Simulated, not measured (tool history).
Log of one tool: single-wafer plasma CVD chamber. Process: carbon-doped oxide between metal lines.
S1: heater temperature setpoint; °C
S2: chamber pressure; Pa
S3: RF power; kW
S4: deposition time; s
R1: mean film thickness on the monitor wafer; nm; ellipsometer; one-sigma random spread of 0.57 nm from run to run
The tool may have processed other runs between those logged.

| run | day | S1 | S2 | S3 | S4 | R1 |
|---|---|---|---|---|---|---|
| 1 | 0 | 330 | 523 | 0.52 | 20.8 | 120.87 |
| 2 | 0.221 | 327 | 548 | 0.53 | 20.8 | 125.19 |
| 3 | 0.592 | 327 | 625 | 0.53 | 20.8 | 128.52 |
| 4 | 0.954 | 327 | 625 | 0.56 | 20.8 | 135.92 |
| 5 | 1.246 | 336 | 625 | 0.56 | 20.8 | 130.28 |
| 6 | 1.579 | 336 | 625 | 0.56 | 20.8 | 129.74 |
| 7 | 1.817 | 334 | 632 | 0.56 | 20.8 | 131.12 |
| 8 | 2.117 | 332 | 637 | 0.56 | 20.8 | 133 |
| 9 | 2.254 | 331 | 641 | 0.56 | 20.8 | 133.53 |

Predict the results of run 10:
| 10 | 2.458 | 330 | 645 | 0.56 | 20.8 | ? |

R1: 134.25 nm
